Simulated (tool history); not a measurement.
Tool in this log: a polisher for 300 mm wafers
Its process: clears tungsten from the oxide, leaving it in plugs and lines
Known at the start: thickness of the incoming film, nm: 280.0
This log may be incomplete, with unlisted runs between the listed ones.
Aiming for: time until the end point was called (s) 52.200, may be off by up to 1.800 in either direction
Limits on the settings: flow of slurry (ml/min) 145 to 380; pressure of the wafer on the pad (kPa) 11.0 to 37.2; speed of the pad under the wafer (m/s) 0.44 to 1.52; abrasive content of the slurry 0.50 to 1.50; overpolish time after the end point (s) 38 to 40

run,hour,flow of slurry (ml/min),pressure of the wafer on the pad (kPa),speed of the pad under the wafer (m/s),abrasive content of the slurry,overpolish time after the end point (s),time until the end point was called (s)
1,0.0,245,24.1,0.98,1.00,38,63.818
2,8.3,245,25.5,0.98,1.00,38,60.444
3,11.5,245,26.9,0.98,1.00,38,59.166
4,20.1,245,26.9,0.82,1.00,38,69.523
5,26.0,245,29.6,0.82,1.00,38,63.125
6,33.4,245,29.6,0.82,1.00,38,63.304
7,36.3,245,31.7,0.82,1.00,38,59.836
8,42.9,250,35.9,0.82,1.00,38,55.532

Below are 4 possible settings for the next run. Only one of them brings all results inside the allowed miss of their targets. Which is it?
A,49.5,190,35.9,0.80,1.10,38,?
B,49.5,305,37.2,0.76,0.95,40,?
C,49.5,235,33.1,1.02,0.95,38,?
D,49.5,195,37.2,0.86,1.00,38,?

move,time until the end point was called (s)
A,55.965
B,55.430
C,47.506
D,51.370
A: further off than the last run
B: neither nearer nor further off than the last run
C: carries the result that was furthest off beyond its target, to the other side
D: every result within its allowed miss
D is the move that brings every result within its allowed miss.
